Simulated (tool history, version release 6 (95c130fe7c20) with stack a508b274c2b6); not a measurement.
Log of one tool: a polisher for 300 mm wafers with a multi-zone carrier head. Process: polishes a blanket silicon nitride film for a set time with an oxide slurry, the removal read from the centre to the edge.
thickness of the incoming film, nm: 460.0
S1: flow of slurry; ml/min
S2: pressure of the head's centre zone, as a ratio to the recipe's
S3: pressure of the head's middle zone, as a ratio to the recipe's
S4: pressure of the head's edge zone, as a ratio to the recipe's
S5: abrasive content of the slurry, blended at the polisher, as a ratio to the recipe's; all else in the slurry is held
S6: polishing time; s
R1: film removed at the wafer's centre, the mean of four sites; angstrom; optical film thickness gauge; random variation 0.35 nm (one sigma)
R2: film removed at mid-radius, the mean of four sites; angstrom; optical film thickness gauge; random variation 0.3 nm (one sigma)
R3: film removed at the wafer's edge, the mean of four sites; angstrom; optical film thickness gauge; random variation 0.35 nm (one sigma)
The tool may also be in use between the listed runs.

run    day   S1  S2    S3    S4  S5  S6      R1      R2      R3
  1      0  150   1     1     1   1  41  232.37  237.44  229.51
  2  0.254  150   1     1     1   1  47   270.5  265.55  267.53
  3  0.471  150   1     1  1.04   1  47  267.18  270.72  268.11
  4  0.617  150   1     1  0.96   1  47  267.41  269.83  260.35
  5  0.896  155   1  1.02  0.95   1  47  265.56  276.55  260.07
  6  1.038  155   1  1.02   0.9   1  47  270.42  277.43   258.5

Forecast run 7:
  7  1.408  160   1  1.04  0.9   1  47   ?   ?   ?

Run 7 gave R1 274.7 angstrom, R2 278.11 angstrom, R3 253.97 angstrom.
